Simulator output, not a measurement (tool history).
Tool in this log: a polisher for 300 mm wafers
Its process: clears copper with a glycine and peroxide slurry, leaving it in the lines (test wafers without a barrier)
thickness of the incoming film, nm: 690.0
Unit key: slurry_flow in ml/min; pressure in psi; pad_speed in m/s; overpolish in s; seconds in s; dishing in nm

| run | hour | slurry_flow | pressure | pad_speed | overpolish | seconds | dishing |
|---|---|---|---|---|---|---|---|
| 1 | 0.0 | 250 | 3.4 | 1.14 | 27 | 115.150 | 58.553 |
| 2 | 4.9 | 250 | 4.1 | 1.14 | 27 | 93.919 | 61.373 |
| 3 | 6.7 | 300 | 4.1 | 1.14 | 27 | 89.831 | 63.187 |
| 4 | 15.7 | 360 | 4.1 | 1.14 | 27 | 90.008 | 60.671 |
| 5 | 17.1 | 360 | 3.8 | 1.10 | 28 | 102.300 | 60.265 |
| 6 | 21.5 | 360 | 3.8 | 0.82 | 28 | 128.500 | 58.173 |

For run 7, what comes out?
| 7 | 29.9 | 360 | 3.6 | 0.82 | 28 | ? | ? |

seconds: 129.760 s
dishing: 56.212 nm
